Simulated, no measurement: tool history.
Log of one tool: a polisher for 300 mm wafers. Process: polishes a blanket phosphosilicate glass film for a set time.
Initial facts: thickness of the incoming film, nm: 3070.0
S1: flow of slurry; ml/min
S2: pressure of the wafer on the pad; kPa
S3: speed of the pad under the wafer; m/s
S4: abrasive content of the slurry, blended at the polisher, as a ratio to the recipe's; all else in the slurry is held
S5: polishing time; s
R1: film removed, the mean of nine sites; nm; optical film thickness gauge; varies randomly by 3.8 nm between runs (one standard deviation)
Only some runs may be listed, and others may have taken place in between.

run 1 hour=0.0 | S1=145 S2=13.8 S3=0.92 S4=1.0 S5=35 | R1=202.81
run 2 hour=2.0 | S1=145 S2=13.8 S3=0.76 S4=1.0 S5=35 | R1=185.73
run 3 hour=5.3 | S1=145 S2=14.5 S3=0.76 S4=1.0 S5=35 | R1=194.89
run 4 hour=12.9 | S1=145 S2=11.7 S3=0.76 S4=1.0 S5=35 | R1=156.30
run 5 hour=19.1 | S1=145 S2=11.7 S3=0.90 S4=1.0 S5=35 | R1=174.28
-- hour=22.5 head pressure recalibrated
run 6 hour=22.5 | S1=145 S2=9.7 S3=0.90 S4=1.0 S5=35 | R1=136.39
run 7 hour=24.0 | S1=145 S2=11.0 S3=0.90 S4=1.0 S5=35 | R1=155.60
run 8 hour=29.1 | S1=145 S2=12.4 S3=0.90 S4=1.0 S5=35 | R1=175.72

Estimate the outcome of run 9 from the log above:
run 9 hour=29.9 | S1=145 S2=13.1 S3=0.90 S4=1.0 S5=35 | R1=?

{"run 9": {"R1": 183.95}}
